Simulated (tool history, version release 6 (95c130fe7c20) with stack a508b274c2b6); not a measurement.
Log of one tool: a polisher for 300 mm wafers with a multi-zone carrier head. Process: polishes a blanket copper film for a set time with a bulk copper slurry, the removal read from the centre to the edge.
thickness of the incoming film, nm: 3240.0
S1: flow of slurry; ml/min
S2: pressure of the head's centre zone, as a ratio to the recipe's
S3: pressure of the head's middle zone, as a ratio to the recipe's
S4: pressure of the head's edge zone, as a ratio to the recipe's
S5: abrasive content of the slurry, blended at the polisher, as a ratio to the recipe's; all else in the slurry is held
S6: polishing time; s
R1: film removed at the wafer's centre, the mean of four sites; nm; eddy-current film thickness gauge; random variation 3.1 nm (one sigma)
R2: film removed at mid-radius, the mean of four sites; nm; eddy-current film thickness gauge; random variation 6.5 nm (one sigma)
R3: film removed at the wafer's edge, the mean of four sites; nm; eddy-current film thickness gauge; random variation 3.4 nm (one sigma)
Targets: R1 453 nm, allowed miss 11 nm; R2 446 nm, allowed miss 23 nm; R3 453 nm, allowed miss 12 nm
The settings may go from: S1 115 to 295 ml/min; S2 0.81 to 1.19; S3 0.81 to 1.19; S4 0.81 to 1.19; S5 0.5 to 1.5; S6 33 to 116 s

| run | hour | S1 | S2 | S3 | S4 | S5 | S6 | R1 | R2 | R3 |
|---|---|---|---|---|---|---|---|---|---|---|
| 1 | 0 | 190 | 1 | 1 | 1 | 1 | 74 | 405.2 | 410.5 | 417.34 |
| 2 | 3.2 | 210 | 1.01 | 1.01 | 1.02 | 1 | 74 | 417.93 | 415.93 | 424.84 |
| 3 | 10.9 | 225 | 1.02 | 1.02 | 1.04 | 1 | 74 | 422.36 | 420.72 | 427.29 |
| 4 | 15.2 | 230 | 1.03 | 1.03 | 1.06 | 1.05 | 74 | 436.51 | 431.37 | 431.28 |
| 5 | 16.2 | 230 | 1.03 | 1.08 | 1.06 | 1.05 | 74 | 430.25 | 456.83 | 431.69 |
| 6 | 20.8 | 230 | 1.03 | 1.08 | 1.06 | 1.05 | 60 | 353.48 | 363.24 | 351.55 |
| 7 | 26 | 220 | 1.03 | 1.07 | 1.08 | 1.2 | 64 | 387.48 | 398.15 | 390.54 |
| 8 | 26.6 | 250 | 1.09 | 1.07 | 1.18 | 1.45 | 65 | 436.53 | 422.11 | 432.29 |

Which of these 4 next moves meets every target?
| A | 27.2 | 225 | 1.07 | 0.9 | 1.19 | 1.4 | 68 | ? | ? | ? |
| B | 27.2 | 185 | 1.1 | 1.08 | 1.19 | 1.25 | 71 | ? | ? | ? |
| C | 27.2 | 220 | 1.17 | 1.15 | 1.09 | 1.4 | 63 | ? | ? | ? |
| D | 27.2 | 230 | 1.1 | 1.11 | 1.16 | 1.5 | 65 | ? | ? | ? |

| move | R1 | R2 | R3 |
|---|---|---|---|
| A | 443.18 | 390.4 | 451.58 |
| B | 454.18 | 453.99 | 451.42 |
| C | 449.03 | 444.01 | 400.94 |
| D | 444.72 | 453.94 | 433.64 |
A: brings the result that was furthest off to its target, and leaves another outside
B: meets every target
C: further off than the last run
D: nearer than the last run, and not there yet
The right move is B.
